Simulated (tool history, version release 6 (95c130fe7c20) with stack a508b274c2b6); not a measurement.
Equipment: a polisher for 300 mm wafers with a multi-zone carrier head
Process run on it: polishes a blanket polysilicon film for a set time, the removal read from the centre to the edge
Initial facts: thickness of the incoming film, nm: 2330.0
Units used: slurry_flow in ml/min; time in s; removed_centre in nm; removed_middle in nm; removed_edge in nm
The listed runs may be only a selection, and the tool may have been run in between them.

run,hour,slurry_flow,centre_zone,middle_zone,edge_zone,time,removed_centre,removed_middle,removed_edge
1,0.0,315,1.00,1.00,1.00,49,465.73,482.73,464.81
2,7.8,365,1.00,1.00,1.00,49,477.68,492.54,467.07
3,10.8,295,1.00,1.00,1.00,49,468.71,475.95,466.53
4,13.2,250,1.00,1.00,1.00,49,461.28,478.09,454.69
5,21.4,225,1.00,1.00,1.00,49,465.62,468.16,449.78
6,23.9,225,0.98,0.98,0.98,48,430.20,443.99,436.27
7,31.1,225,0.98,0.97,0.96,48,434.69,446.80,432.18
8,37.6,225,0.97,0.96,0.95,48,423.32,451.78,434.47
9,40.1,225,0.97,0.95,0.94,47,424.27,429.29,422.89
10,46.0,225,0.96,0.94,0.93,47,411.38,423.35,417.26

Run 11 is up next; what results do you expect?
11,54.0,225,0.95,0.93,0.92,47,?,?,?

removed_centre: 400.93 nm
removed_middle: 420.24 nm
removed_edge: 415.21 nm
